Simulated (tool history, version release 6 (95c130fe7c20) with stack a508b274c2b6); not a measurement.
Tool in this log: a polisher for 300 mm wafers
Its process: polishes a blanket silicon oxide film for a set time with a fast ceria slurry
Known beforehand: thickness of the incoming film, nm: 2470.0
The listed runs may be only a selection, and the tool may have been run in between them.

run	hour	flow of slurry (ml/min)	pressure of the wafer on the pad (psi)	speed of the pad under the wafer (m/s)	polishing time (s)	film removed (nm)
1	0	135	1.8	1.02	110	901.44
2	2.4	135	1.8	0.92	110	827.41
3	9.4	135	2	0.92	110	916.41
4	14.8	135	1.7	0.92	110	788.33
5	19.8	140	1.8	0.92	110	832.27
6	22.9	140	1.8	0.92	110	836.75
7	25.7	145	1.9	0.92	110	885.37
8	34.7	150	1.9	0.92	110	888.49
9	35.8	155	1.9	0.92	110	886.99
10	40.1	155	2	0.92	110	944.98

Run 11 is up next; what results do you expect?
11	45.1	160	2	0.92	110	?

film removed (nm): 954.73
